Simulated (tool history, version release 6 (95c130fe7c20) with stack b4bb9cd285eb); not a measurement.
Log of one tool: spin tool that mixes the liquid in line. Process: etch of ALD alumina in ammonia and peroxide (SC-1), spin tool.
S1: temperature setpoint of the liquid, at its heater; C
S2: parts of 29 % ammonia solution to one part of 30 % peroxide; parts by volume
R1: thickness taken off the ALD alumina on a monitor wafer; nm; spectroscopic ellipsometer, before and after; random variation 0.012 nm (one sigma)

{"run": 1, "hour": 0.0, "S1": 61, "S2": 1, "time under the liquid (s)": 45, "R1": 3.5733}
{"run": 2, "hour": 1.7, "S1": 61, "S2": 1.15, "time under the liquid (s)": 45, "R1": 3.5783}
{"run": 3, "hour": 9.7, "S1": 61, "S2": 1.2, "time under the liquid (s)": 45, "R1": 3.6218}
{"run": 4, "hour": 10.5, "S1": 56.5, "S2": 1.2, "time under the liquid (s)": 45, "R1": 2.8744}
{"run": 5, "hour": 13.8, "S1": 61.5, "S2": 1.2, "time under the liquid (s)": 45, "R1": 3.7194}
{"run": 6, "hour": 18.4, "S1": 60, "S2": 1.2, "time under the liquid (s)": 45, "R1": 3.4313}
{"run": 7, "hour": 24.3, "S1": 59, "S2": 1.2, "time under the liquid (s)": 45, "R1": 3.2586}

Forecast run 8:
{"run": 8, "hour": 28.8, "S1": 58, "S2": 1.2, "time under the liquid (s)": 45, "R1": "?"}

{"run 8": {"R1": 3.0994}}
